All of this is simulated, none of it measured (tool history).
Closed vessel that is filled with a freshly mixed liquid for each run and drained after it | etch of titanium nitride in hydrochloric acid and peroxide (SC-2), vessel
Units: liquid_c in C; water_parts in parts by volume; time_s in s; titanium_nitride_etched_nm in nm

run 1 hour=0.0 | liquid_c=65.0 water_parts=9.5 time_s=90 | titanium_nitride_etched_nm=8.2654
run 2 hour=3.2 | liquid_c=65.0 water_parts=9.5 time_s=90 | titanium_nitride_etched_nm=8.4109
run 3 hour=6.1 | liquid_c=65.0 water_parts=9.5 time_s=100 | titanium_nitride_etched_nm=9.0229
run 4 hour=12.5 | liquid_c=69.5 water_parts=9.5 time_s=100 | titanium_nitride_etched_nm=12.2880
run 5 hour=21.1 | liquid_c=69.5 water_parts=6.0 time_s=100 | titanium_nitride_etched_nm=17.4140
run 6 hour=25.8 | liquid_c=69.5 water_parts=4.0 time_s=100 | titanium_nitride_etched_nm=23.0830
run 7 hour=34.5 | liquid_c=66.5 water_parts=4.0 time_s=100 | titanium_nitride_etched_nm=19.2580
run 8 hour=35.8 | liquid_c=64.0 water_parts=4.0 time_s=100 | titanium_nitride_etched_nm=16.5710
run 9 hour=41.1 | liquid_c=62.0 water_parts=4.0 time_s=100 | titanium_nitride_etched_nm=14.4910

The next listed run, before its measurement:
run 10 hour=47.7 | liquid_c=60.5 water_parts=4.0 time_s=100 | titanium_nitride_etched_nm=?

titanium_nitride_etched_nm: 13.4790 nm
